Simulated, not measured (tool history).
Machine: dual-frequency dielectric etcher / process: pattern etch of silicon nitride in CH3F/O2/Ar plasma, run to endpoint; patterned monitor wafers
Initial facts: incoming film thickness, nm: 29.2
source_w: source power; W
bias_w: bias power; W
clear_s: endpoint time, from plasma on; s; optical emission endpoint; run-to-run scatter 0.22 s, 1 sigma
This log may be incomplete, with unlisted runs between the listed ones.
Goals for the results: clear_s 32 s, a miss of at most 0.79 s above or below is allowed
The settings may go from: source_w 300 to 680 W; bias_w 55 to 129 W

{"run": 1, "hour": 0.0, "source_w": 490, "bias_w": 92, "clear_s": 38.398}
{"run": 2, "hour": 6.6, "source_w": 440, "bias_w": 92, "clear_s": 39.214}
{"run": 3, "hour": 15.0, "source_w": 440, "bias_w": 81, "clear_s": 41.909}
{"run": 4, "hour": 17.2, "source_w": 440, "bias_w": 94, "clear_s": 38.919}
{"run": 5, "hour": 24.6, "source_w": 440, "bias_w": 106, "clear_s": 36.064}
{"run": 6, "hour": 32.3, "source_w": 470, "bias_w": 108, "clear_s": 35.122}
{"run": 7, "hour": 38.1, "source_w": 490, "bias_w": 109, "clear_s": 35.156}
{"run": 8, "hour": 43.4, "source_w": 500, "bias_w": 112, "clear_s": 34.155}
{"run": 9, "hour": 44.2, "source_w": 510, "bias_w": 114, "clear_s": 33.663}

Below are 5 possible settings for the next run. Only one of them brings all results inside the allowed miss of their targets. Which is it?
{"run": "A", "hour": 45.0, "source_w": 550, "bias_w": 105, "clear_s": "?"}
{"run": "B", "hour": 45.0, "source_w": 430, "bias_w": 122, "clear_s": "?"}
{"run": "C", "hour": 45.0, "source_w": 470, "bias_w": 113, "clear_s": "?"}
{"run": "D", "hour": 45.0, "source_w": 620, "bias_w": 113, "clear_s": "?"}
{"run": "E", "hour": 45.0, "source_w": 550, "bias_w": 106, "clear_s": "?"}

move=A clear_s=34.945
move=B clear_s=34.535
move=C clear_s=35.12
move=D clear_s=32.412
move=E clear_s=34.764
A: its largest miss is bigger than the last run's
B: its largest miss is bigger than the last run's
C: its largest miss is bigger than the last run's
D: hits every target within its allowed miss
E: its largest miss is bigger than the last run's
Move D is the one to make.
